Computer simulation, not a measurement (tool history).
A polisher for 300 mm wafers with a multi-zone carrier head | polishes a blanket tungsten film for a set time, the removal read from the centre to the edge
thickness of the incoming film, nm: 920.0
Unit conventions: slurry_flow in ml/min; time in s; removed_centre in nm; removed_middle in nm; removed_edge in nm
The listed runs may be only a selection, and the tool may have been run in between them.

{"run": 1, "hour": 0.0, "slurry_flow": 190, "centre_zone": 1.0, "middle_zone": 1.0, "edge_zone": 1.0, "slurry_solids": 1.0, "time": 78, "removed_centre": 205.67, "removed_middle": 210.98, "removed_edge": 213.08}
{"run": 2, "hour": 7.1, "slurry_flow": 180, "centre_zone": 0.98, "middle_zone": 0.96, "edge_zone": 0.96, "slurry_solids": 0.85, "time": 76, "removed_centre": 185.55, "removed_middle": 185.22, "removed_edge": 189.36}
{"run": 3, "hour": 13.1, "slurry_flow": 170, "centre_zone": 0.95, "middle_zone": 0.92, "edge_zone": 0.92, "slurry_solids": 0.8, "time": 76, "removed_centre": 176.31, "removed_middle": 173.86, "removed_edge": 179.56}
{"run": 4, "hour": 21.0, "slurry_flow": 160, "centre_zone": 0.92, "middle_zone": 0.89, "edge_zone": 0.9, "slurry_solids": 0.75, "time": 76, "removed_centre": 165.74, "removed_middle": 163.63, "removed_edge": 172.58}
{"run": 5, "hour": 28.3, "slurry_flow": 160, "centre_zone": 0.92, "middle_zone": 0.89, "edge_zone": 0.99, "slurry_solids": 0.75, "time": 76, "removed_centre": 167.13, "removed_middle": 163.96, "removed_edge": 181.02}
{"run": 6, "hour": 33.3, "slurry_flow": 160, "centre_zone": 0.84, "middle_zone": 0.89, "edge_zone": 0.99, "slurry_solids": 0.75, "time": 76, "removed_centre": 155.33, "removed_middle": 163.75, "removed_edge": 182.28}
{"run": 7, "hour": 38.0, "slurry_flow": 150, "centre_zone": 0.85, "middle_zone": 0.87, "edge_zone": 0.94, "slurry_solids": 0.7, "time": 76, "removed_centre": 149.75, "removed_middle": 153.89, "removed_edge": 171.53}

Run 8 has not been measured yet. What should we expect?
{"run": 8, "hour": 46.5, "slurry_flow": 145, "centre_zone": 0.86, "middle_zone": 0.86, "edge_zone": 0.9, "slurry_solids": 0.7, "time": 76, "removed_centre": "?", "removed_middle": "?", "removed_edge": "?"}

For run 8 the tool returned removed_centre 149.90 nm, removed_middle 151.34 nm, removed_edge 166.29 nm.
